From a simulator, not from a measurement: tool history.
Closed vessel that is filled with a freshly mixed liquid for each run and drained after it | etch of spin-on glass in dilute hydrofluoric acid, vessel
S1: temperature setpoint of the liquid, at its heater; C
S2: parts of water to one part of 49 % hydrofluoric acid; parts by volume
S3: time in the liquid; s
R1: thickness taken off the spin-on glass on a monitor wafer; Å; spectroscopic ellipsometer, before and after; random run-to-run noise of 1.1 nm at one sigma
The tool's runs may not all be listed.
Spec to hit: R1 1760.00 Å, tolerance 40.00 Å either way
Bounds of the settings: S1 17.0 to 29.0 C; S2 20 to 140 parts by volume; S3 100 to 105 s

run 1 hour=0.0 | S1=21.0 S2=75 S3=100 | R1=527.21
run 2 hour=5.3 | S1=23.5 S2=55 S3=100 | R1=820.06
run 3 hour=13.8 | S1=23.5 S2=55 S3=100 | R1=827.85
run 4 hour=19.9 | S1=25.5 S2=45 S3=100 | R1=1116.50
run 5 hour=22.5 | S1=25.5 S2=65 S3=100 | R1=742.96
run 6 hour=31.4 | S1=25.5 S2=65 S3=105 | R1=779.32
-- hour=35.1 thermometer replaced
run 7 hour=35.1 | S1=26.5 S2=55 S3=105 | R1=1029.00
run 8 hour=37.5 | S1=26.5 S2=55 S3=105 | R1=1038.00

Which single option among these 5 for the next run brings every result within its allowed miss of target? Just one does.
run A hour=39.9 | S1=27.5 S2=25 S3=105 | R1=?
run B hour=39.9 | S1=26.0 S2=35 S3=105 | R1=?
run C hour=39.9 | S1=27.0 S2=30 S3=105 | R1=?
run D hour=39.9 | S1=27.5 S2=35 S3=105 | R1=?
run E hour=39.9 | S1=28.0 S2=40 S3=105 | R1=?

move=A R1=2455.00
move=B R1=1625.20
move=C R1=1989.60
move=D R1=1727.80
move=E R1=1531.30
A: the result that was furthest off in the last run now lies on the other side of its target
B: an improvement on the last run, though not all results are within tolerance
C: the result that was furthest off in the last run now lies on the other side of its target
D: every result within its allowed miss
E: an improvement on the last run, though not all results are within tolerance
Answer: D
